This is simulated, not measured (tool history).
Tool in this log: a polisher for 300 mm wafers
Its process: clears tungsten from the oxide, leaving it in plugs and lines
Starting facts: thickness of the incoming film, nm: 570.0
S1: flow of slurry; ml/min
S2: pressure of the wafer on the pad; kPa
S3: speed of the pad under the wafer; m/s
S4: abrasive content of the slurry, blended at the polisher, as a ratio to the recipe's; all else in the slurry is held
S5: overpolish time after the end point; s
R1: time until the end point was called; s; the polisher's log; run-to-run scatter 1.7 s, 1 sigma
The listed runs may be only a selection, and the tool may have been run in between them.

run 1 hour=0.0 | S1=160 S2=22.8 S3=1.32 S4=1.0 S5=31 | R1=99.172
run 2 hour=8.9 | S1=160 S2=20.7 S3=1.32 S4=1.0 S5=31 | R1=107.260
run 3 hour=13.2 | S1=160 S2=24.1 S3=1.32 S4=1.0 S5=31 | R1=92.807
run 4 hour=20.7 | S1=160 S2=24.1 S3=1.32 S4=1.0 S5=33 | R1=93.532
run 5 hour=29.0 | S1=160 S2=24.1 S3=1.32 S4=1.0 S5=33 | R1=94.192
run 6 hour=33.2 | S1=160 S2=24.1 S3=1.32 S4=0.8 S5=33 | R1=98.492
run 7 hour=35.0 | S1=160 S2=22.1 S3=1.32 S4=0.8 S5=33 | R1=106.620
run 8 hour=38.0 | S1=160 S2=20.0 S3=1.32 S4=0.8 S5=33 | R1=117.490

The next listed run, before its measurement:
run 9 hour=43.0 | S1=145 S2=13.1 S3=1.30 S4=0.8 S5=33 | R1=?

{"run 9": {"R1": 180.49}}

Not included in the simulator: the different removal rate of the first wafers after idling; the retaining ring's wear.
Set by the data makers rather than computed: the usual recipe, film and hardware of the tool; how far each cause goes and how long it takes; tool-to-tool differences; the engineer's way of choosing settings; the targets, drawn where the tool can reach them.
